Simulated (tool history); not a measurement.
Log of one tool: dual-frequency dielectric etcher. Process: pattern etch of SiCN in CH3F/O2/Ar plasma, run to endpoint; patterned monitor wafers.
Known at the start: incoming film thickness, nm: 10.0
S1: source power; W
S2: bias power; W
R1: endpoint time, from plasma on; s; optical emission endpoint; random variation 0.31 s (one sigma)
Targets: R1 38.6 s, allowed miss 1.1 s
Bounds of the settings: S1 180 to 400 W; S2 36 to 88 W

run,hour,S1,S2,R1
1,0,290,62,29.416
2,4.7,290,70,27.588
3,8.9,290,62,29.162
4,9.7,270,62,30.7
5,11.1,270,72,28.001
6,18,240,64,31.851
7,23.6,220,61,33.504
8,31.8,210,58,35.081
9,36.9,200,56,36.301

Which of these 4 next moves meets every target?
A,42,180,63,?
B,42,210,57,?
C,42,210,48,?
D,42,190,60,?

move,R1
A,36.051
B,35.488
C,38.754
D,36.099
A: further off than the last run
B: further off than the last run
C: meets every target
D: further off than the last run
Answer: C
